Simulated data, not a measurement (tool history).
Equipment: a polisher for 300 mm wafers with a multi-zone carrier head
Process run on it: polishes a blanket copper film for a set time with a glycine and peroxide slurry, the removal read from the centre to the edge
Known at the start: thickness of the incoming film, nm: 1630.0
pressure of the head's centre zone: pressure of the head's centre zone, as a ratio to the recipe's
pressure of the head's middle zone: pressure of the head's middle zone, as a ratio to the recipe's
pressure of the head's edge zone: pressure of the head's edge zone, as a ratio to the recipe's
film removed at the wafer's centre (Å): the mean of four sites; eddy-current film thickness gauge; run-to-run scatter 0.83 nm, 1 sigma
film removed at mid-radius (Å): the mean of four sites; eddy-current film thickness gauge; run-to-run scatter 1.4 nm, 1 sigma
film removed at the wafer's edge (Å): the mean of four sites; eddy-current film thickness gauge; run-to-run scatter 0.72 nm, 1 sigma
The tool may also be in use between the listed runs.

run	hour	flow of slurry (ml/min)	pressure of the head's centre zone	pressure of the head's middle zone	pressure of the head's edge zone	polishing time (s)	film removed at the wafer's centre (Å)	film removed at mid-radius (Å)	film removed at the wafer's edge (Å)
1	0	300	1	1	1	36	1078.8	1106.2	1126.2
2	6.1	300	1	0.93	1	36	1081.6	1025	1118.6
3	7.1	255	1	0.93	1	36	1080.7	1011.6	1100.9
4	9.7	305	1	0.93	1	36	1070.4	1021.2	1112.8
5	15.6	305	0.95	0.93	1	36	1014.5	1023.6	1109.1
6	23.2	300	0.94	0.95	0.96	35	980.87	1004.3	1062.7

What does the tool deliver on the next run?
7	31.6	300	0.94	0.95	0.96	35	?	?	?

Run 7 yielded film removed at the wafer's centre (Å) 996.06, film removed at mid-radius (Å) 1049.6, film removed at the wafer's edge (Å) 1054.8.
